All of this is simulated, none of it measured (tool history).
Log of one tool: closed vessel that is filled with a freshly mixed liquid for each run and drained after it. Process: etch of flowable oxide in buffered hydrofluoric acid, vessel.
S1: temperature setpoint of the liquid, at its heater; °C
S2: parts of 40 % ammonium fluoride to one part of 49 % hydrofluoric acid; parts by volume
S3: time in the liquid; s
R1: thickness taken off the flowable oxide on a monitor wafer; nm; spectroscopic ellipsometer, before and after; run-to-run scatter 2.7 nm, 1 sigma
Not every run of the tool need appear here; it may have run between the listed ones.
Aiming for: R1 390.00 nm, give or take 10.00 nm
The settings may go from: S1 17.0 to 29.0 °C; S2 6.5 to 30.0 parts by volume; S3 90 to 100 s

| run | hour | S1 | S2 | S3 | R1 |
|---|---|---|---|---|---|
| 1 | 0.0 | 21.0 | 19.5 | 90 | 232.76 |
| 2 | 8.5 | 21.0 | 19.5 | 100 | 254.35 |
| 3 | 15.2 | 21.0 | 16.5 | 100 | 301.77 |
| 4 | 19.9 | 21.0 | 16.5 | 90 | 273.37 |
| 5 | 28.1 | 21.0 | 12.0 | 90 | 367.05 |
| 6 | 30.0 | 21.0 | 16.0 | 90 | 276.97 |
| 7 | 34.1 | 22.5 | 16.0 | 90 | 299.80 |
| 8 | 42.4 | 23.5 | 16.0 | 90 | 318.98 |
| 9 | 50.1 | 24.5 | 16.0 | 90 | 338.90 |
| 10 | 55.9 | 25.0 | 16.0 | 90 | 347.37 |
| 11 | 56.9 | 25.5 | 16.0 | 90 | 352.60 |
| 12 | 60.8 | 26.0 | 16.0 | 90 | 372.29 |
| 13 | 66.8 | 26.5 | 16.0 | 90 | 376.98 |

Which of these 4 next moves meets every target?
| A | 72.8 | 25.5 | 16.0 | 90 | ? |
| B | 72.8 | 22.0 | 12.5 | 90 | ? |
| C | 72.8 | 26.0 | 16.5 | 100 | ? |
| D | 72.8 | 24.0 | 15.0 | 95 | ? |

| move | R1 |
|---|---|
| A | 354.53 |
| B | 373.01 |
| C | 392.65 |
| D | 367.51 |
A: the biggest miss grows against the last run
B: the biggest miss grows against the last run
C: in spec on every target
D: the biggest miss grows against the last run
Move C is the one to make.

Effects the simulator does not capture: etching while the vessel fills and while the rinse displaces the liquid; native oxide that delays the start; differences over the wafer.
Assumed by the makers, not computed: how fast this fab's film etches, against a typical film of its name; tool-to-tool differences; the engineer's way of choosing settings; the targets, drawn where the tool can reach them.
